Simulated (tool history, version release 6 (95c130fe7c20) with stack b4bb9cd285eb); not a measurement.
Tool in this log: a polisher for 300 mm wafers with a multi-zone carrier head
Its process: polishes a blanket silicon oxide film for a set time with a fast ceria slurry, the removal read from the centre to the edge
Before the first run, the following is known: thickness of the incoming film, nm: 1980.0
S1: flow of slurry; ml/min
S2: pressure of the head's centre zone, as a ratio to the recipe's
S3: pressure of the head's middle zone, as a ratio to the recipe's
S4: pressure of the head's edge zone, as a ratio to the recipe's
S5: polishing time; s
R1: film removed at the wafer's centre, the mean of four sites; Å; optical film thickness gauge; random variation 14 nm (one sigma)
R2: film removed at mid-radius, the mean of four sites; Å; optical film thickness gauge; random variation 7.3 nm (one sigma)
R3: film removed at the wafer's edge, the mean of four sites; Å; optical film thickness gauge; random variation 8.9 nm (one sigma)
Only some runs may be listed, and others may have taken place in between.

run	hour	S1	S2	S3	S4	S5	R1	R2	R3
1	0.0	150	1.00	1.00	1.00	38	7951.8	7755.2	7720.6
2	1.2	160	1.01	0.99	1.05	41	8943.1	8476.6	8548.7
3	6.7	175	1.01	0.99	1.05	41	8796.6	8517.6	8675.3
4	15.6	175	1.01	0.99	1.08	41	9224.2	8558.1	8775.7
5	18.7	175	1.01	0.93	1.08	41	9092.7	8138.3	8827.7
6	25.9	185	1.01	0.94	1.11	43	9537.7	8703.3	9359.5

Run 7 comes next. What will it give?
7	30.7	190	1.01	0.94	1.13	45	?	?	?

R1: 9884.2 Å
R2: 9060.2 Å
R3: 9819.6 Å

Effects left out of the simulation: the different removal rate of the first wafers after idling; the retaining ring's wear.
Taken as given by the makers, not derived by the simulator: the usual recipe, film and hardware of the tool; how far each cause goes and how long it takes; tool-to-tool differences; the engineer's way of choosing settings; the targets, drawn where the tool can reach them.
